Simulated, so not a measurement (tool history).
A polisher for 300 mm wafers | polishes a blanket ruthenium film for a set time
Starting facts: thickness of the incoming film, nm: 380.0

run	hour	flow of slurry (ml/min)	pressure of the wafer on the pad (kPa)	speed of the pad under the wafer (m/s)	polishing time (s)	film removed (Å)
1	0	215	11	1.16	35	356.06
2	8.7	215	10.3	1.16	35	329.52
3	10.3	215	9.7	1.16	35	313.01
4	15.9	215	9.7	1.16	35	308.52
5	19	215	9	1.16	35	295.83
6	20.6	215	8.3	1.16	35	266.9
7	25.4	215	6.9	1.16	35	224.71

The next listed run, before its measurement:
8	28.2	215	5.5	1.16	35	?

film removed (Å): 186.91
